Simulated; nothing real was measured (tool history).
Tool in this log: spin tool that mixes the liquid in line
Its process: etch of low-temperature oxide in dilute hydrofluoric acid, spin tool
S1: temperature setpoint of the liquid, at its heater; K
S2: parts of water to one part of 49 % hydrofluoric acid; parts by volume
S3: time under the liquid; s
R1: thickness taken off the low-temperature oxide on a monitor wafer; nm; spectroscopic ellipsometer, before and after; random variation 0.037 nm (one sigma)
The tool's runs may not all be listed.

run 1 day=0 | S1=297.15 S2=110 S3=45 | R1=11.765
run 2 day=0.225 | S1=297.15 S2=110 S3=50 | R1=13.029
run 3 day=0.496 | S1=297.15 S2=110 S3=45 | R1=11.753
run 4 day=0.6 | S1=297.15 S2=80 S3=45 | R1=16.818
run 5 day=0.762 | S1=300.65 S2=80 S3=45 | R1=19.217
run 6 day=0.812 | S1=300.65 S2=80 S3=45 | R1=19.158
run 7 day=0.988 | S1=298.65 S2=85 S3=45 | R1=16.645
run 8 day=1.35 | S1=297.15 S2=90 S3=45 | R1=14.799

Run 9, settings as shown, results not yet in. Your forecast:
run 9 day=1.65 | S1=295.65 S2=95 S3=45 | R1=?

For run 9 the tool returned R1 13.045 nm.

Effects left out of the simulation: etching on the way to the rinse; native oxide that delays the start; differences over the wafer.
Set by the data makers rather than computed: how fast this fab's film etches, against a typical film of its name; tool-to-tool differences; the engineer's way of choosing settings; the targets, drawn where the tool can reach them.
